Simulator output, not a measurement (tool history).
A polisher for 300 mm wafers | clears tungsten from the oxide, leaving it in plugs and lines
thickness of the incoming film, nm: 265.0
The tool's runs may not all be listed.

run	hour	flow of slurry (ml/min)	pressure of the wafer on the pad (kPa)	speed of the pad under the wafer (cm/s)	abrasive content of the slurry	overpolish time after the end point (s)	time until the end point was called (s)
1	0	275	17.2	118	1	4	79.026
2	4.2	275	14.5	116	1	4	91.638
3	7.2	275	13.1	112	1	4	105.15
4	8.1	275	13.1	112	1	4	105.47
5	14.4	275	13.1	112	1	4	103.64
6	18.4	275	11.7	110	1	4	117.05
7	26.9	275	11	110	1	4	124.59

The next listed run, before its measurement:
8	30.5	275	10.3	110	1	4	?

Run 8 gave time until the end point was called (s) 131.33.

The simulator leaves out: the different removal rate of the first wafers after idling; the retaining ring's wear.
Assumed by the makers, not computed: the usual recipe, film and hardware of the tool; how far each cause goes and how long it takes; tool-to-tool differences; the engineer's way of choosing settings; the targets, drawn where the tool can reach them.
